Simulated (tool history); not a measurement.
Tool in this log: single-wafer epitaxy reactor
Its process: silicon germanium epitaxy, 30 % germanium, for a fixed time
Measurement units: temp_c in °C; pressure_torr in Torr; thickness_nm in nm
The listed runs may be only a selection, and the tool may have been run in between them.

{"run": 1, "day": 0.0, "temp_c": 605, "pressure_torr": 26.8, "thickness_nm": 74.51}
{"run": 2, "day": 0.308, "temp_c": 598, "pressure_torr": 26.8, "thickness_nm": 64.562}
{"run": 3, "day": 0.579, "temp_c": 598, "pressure_torr": 28.9, "thickness_nm": 66.969}
{"run": 4, "day": 0.704, "temp_c": 606, "pressure_torr": 29.1, "thickness_nm": 78.975}
{"run": 5, "day": 0.758, "temp_c": 614, "pressure_torr": 29.1, "thickness_nm": 93.157}
{"run": 6, "day": 1.1, "temp_c": 617, "pressure_torr": 29.2, "thickness_nm": 99.198}
{"run": 7, "day": 1.217, "temp_c": 627, "pressure_torr": 29.5, "thickness_nm": 120.92}

Forecast run 8:
{"run": 8, "day": 1.429, "temp_c": 626, "pressure_torr": 29.5, "thickness_nm": "?"}

thickness_nm: 118.4 nm
